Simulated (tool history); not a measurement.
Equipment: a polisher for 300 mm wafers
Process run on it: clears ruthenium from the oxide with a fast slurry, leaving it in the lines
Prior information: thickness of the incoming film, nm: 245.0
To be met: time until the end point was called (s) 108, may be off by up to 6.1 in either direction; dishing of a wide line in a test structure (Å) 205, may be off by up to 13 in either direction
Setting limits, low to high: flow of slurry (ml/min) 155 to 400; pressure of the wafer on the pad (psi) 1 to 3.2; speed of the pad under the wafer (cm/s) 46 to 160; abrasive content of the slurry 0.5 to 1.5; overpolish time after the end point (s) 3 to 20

run,hour,flow of slurry (ml/min),pressure of the wafer on the pad (psi),speed of the pad under the wafer (cm/s),abrasive content of the slurry,overpolish time after the end point (s),time until the end point was called (s),dishing of a wide line in a test structure (Å)
1,0,255,2.1,102,1,10,73.402,265.49
2,8.9,255,1.9,102,1,10,82.108,238.34
3,16.7,255,1.8,102,1,10,88.455,220.27
4,19.4,255,1.8,102,1,12,87.098,267.14
5,27,255,1.7,102,1,12,91.307,256.26
6,32.5,255,1.9,102,1,12,81.236,284.89
7,33.2,255,1.8,102,1,12,84.688,263.84
8,35,255,1.7,102,1,12,92.469,256.71
9,41.5,255,1.4,100,1,10,111.57,179.66

Next run, 4 choices. One meets every target within its allowed miss, the rest don't. Which?
A,48,235,1.4,110,1,8,?,?
B,48,245,1.4,102,1.1,8,?,?
C,48,245,1.4,102,1,10,?,?
D,48,245,1.4,100,1.2,11,?,?

move,time until the end point was called (s),dishing of a wide line in a test structure (Å)
A,103.28,156.67
B,107.13,151.51
C,110.31,180.63
D,106.29,203.23
A: lands further from the targets than the last run did
B: lands further from the targets than the last run did
C: no nearer and no further than the last run
D: in spec on every target
Correct choice: D, which meets every target
